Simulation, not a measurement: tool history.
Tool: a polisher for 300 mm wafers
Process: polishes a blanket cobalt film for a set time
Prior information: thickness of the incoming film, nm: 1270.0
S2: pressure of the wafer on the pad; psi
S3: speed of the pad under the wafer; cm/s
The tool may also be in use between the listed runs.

{"run": 1, "hour": 0.0, "flow of slurry (ml/min)": 160, "S2": 1.3, "S3": 88, "polishing time (s)": 31, "film removed (Å)": 848.18}
{"run": 2, "hour": 8.8, "flow of slurry (ml/min)": 160, "S2": 1.6, "S3": 88, "polishing time (s)": 31, "film removed (Å)": 1001.8}
{"run": 3, "hour": 10.0, "flow of slurry (ml/min)": 160, "S2": 1.6, "S3": 74, "polishing time (s)": 31, "film removed (Å)": 885.21}
{"run": 4, "hour": 13.2, "flow of slurry (ml/min)": 160, "S2": 1.6, "S3": 74, "polishing time (s)": 31, "film removed (Å)": 866.81}
{"run": 5, "hour": 15.1, "flow of slurry (ml/min)": 160, "S2": 1.8, "S3": 74, "polishing time (s)": 31, "film removed (Å)": 970.73}
{"run": 6, "hour": 16.4, "flow of slurry (ml/min)": 160, "S2": 1.5, "S3": 72, "polishing time (s)": 31, "film removed (Å)": 808.18}
{"run": 7, "hour": 24.7, "flow of slurry (ml/min)": 160, "S2": 1.3, "S3": 70, "polishing time (s)": 31, "film removed (Å)": 656.06}
{"run": 8, "hour": 26.0, "flow of slurry (ml/min)": 160, "S2": 1.2, "S3": 70, "polishing time (s)": 31, "film removed (Å)": 636.58}
{"run": 9, "hour": 31.5, "flow of slurry (ml/min)": 160, "S2": 1.1, "S3": 70, "polishing time (s)": 31, "film removed (Å)": 566.44}
{"run": 10, "hour": 33.9, "flow of slurry (ml/min)": 160, "S2": 1, "S3": 70, "polishing time (s)": 31, "film removed (Å)": 531.94}
{"run": 11, "hour": 41.2, "flow of slurry (ml/min)": 160, "S2": 1, "S3": 70, "polishing time (s)": 31, "film removed (Å)": 527.44}

What does the tool deliver on the next run?
{"run": 12, "hour": 45.0, "flow of slurry (ml/min)": 155, "S2": 0.7, "S3": 70, "polishing time (s)": 31, "film removed (Å)": "?"}

{"run 12": {"film removed (Å)": 377.03}}
